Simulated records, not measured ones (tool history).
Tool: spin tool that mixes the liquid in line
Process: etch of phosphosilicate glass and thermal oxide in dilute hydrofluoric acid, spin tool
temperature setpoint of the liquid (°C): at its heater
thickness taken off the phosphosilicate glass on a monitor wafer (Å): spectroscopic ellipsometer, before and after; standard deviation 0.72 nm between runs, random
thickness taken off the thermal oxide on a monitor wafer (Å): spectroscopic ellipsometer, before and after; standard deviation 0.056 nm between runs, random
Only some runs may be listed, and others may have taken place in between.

run,day,temperature setpoint of the liquid (°C),parts of water to one part of 49 % hydrofluoric acid (parts by volume),time under the liquid (s),thickness taken off the phosphosilicate glass on a monitor wafer (Å),thickness taken off the thermal oxide on a monitor wafer (Å)
1,0.000,25.0,45,30,590.68,34.601
2,0.038,25.0,45,40,794.65,45.411
3,0.071,25.0,55,40,634.15,36.776
4,0.125,27.0,55,40,683.19,39.860
5,0.262,29.5,55,40,761.07,44.040
6,0.350,30.5,55,40,789.10,45.586
7,0.671,31.0,55,40,809.12,47.321

Run 8 is up next; what results do you expect?
8,0.996,31.5,55,40,?,?

{"run 8": {"thickness taken off the phosphosilicate glass on a monitor wafer (Å)": 823.21, "thickness taken off the thermal oxide on a monitor wafer (Å)": 47.717}}
